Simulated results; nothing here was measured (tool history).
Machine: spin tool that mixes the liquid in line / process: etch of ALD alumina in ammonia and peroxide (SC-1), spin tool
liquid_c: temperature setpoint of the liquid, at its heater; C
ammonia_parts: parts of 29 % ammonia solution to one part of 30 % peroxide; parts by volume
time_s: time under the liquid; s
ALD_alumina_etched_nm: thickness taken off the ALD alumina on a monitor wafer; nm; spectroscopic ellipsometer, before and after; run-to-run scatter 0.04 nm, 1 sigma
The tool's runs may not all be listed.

run  hour  liquid_c  ammonia_parts  time_s  ALD_alumina_etched_nm
  1   0.0      52.0            0.5     280                 17.819
  2   6.3      55.5            0.5     280                 21.385
  3  15.4      50.5            0.5     280                 16.384
  4  22.2      47.0            0.5     280                 13.499
  5  28.6      47.0            0.4     280                 13.159
  6  30.8      45.0            0.4     280                 11.828
  7  38.1      43.5            0.4     280                 10.799

Forecast run 8:
  8  39.0      42.5            0.4     280                      ?

{"run 8": {"ALD_alumina_etched_nm": 10.184}}
